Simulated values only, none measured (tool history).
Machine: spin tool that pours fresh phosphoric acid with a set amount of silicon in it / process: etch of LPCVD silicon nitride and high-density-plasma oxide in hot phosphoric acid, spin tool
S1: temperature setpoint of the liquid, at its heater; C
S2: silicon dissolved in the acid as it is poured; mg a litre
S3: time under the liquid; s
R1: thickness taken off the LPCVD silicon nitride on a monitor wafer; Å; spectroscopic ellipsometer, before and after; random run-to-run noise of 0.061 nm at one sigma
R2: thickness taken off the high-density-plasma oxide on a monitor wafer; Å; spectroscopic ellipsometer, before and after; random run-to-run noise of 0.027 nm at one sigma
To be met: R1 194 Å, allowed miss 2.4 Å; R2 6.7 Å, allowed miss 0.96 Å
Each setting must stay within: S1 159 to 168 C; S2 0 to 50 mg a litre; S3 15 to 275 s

{"run": 1, "hour": 0.0, "S1": 164, "S2": 22, "S3": 140, "R1": 142.4, "R2": 4.6953}
{"run": 2, "hour": 1.1, "S1": 165, "S2": 23, "S3": 150, "R1": 158.63, "R2": 5.0389}
{"run": 3, "hour": 4.4, "S1": 166, "S2": 22.5, "S3": 155, "R1": 168.96, "R2": 5.9748}
{"run": 4, "hour": 5.6, "S1": 166, "S2": 13, "S3": 155, "R1": 169.71, "R2": 7.3698}
{"run": 5, "hour": 8.1, "S1": 166.5, "S2": 17, "S3": 160, "R1": 178.05, "R2": 7.2302}
{"run": 6, "hour": 14.6, "S1": 165.5, "S2": 17, "S3": 160, "R1": 172.08, "R2": 7.0235}
{"hour": 21.1, "done": "heated supply line repaired"}
{"run": 7, "hour": 21.1, "S1": 166, "S2": 19.5, "S3": 160, "R1": 197.84, "R2": 8.9061}
{"run": 8, "hour": 25.0, "S1": 166, "S2": 22.5, "S3": 160, "R1": 199.56, "R2": 7.834}
{"run": 9, "hour": 28.9, "S1": 166, "S2": 23.5, "S3": 160, "R1": 198.24, "R2": 7.812}
{"run": 10, "hour": 35.4, "S1": 166, "S2": 24.5, "S3": 160, "R1": 199.7, "R2": 8.0333}
{"run": 11, "hour": 40.5, "S1": 166, "S2": 25.5, "S3": 160, "R1": 197.44, "R2": 7.6504}

Consider the 5 candidate settings below. Which is the only one whose results all fall within their allowed miss of target?
{"run": "A", "hour": 45.6, "S1": 167.5, "S2": 28.5, "S3": 155, "R1": "?", "R2": "?"}
{"run": "B", "hour": 45.6, "S1": 166.5, "S2": 27.5, "S3": 160, "R1": "?", "R2": "?"}
{"run": "C", "hour": 45.6, "S1": 166, "S2": 25, "S3": 160, "R1": "?", "R2": "?"}
{"run": "D", "hour": 45.6, "S1": 165.5, "S2": 25.5, "S3": 160, "R1": "?", "R2": "?"}
{"run": "E", "hour": 45.6, "S1": 166.5, "S2": 27, "S3": 160, "R1": "?", "R2": "?"}

move=A R1=201.22 R2=6.6675
move=B R1=201.07 R2=6.6477
move=C R1=197.81 R2=6.9956
move=D R1=194.6 R2=6.6352
move=E R1=201.07 R2=6.7686
A: moves away from the targets compared with the last run
B: moves away from the targets compared with the last run
C: moves away from the targets compared with the last run
D: in spec on every target
E: moves away from the targets compared with the last run
So the answer is move D, the one that meets all the targets.
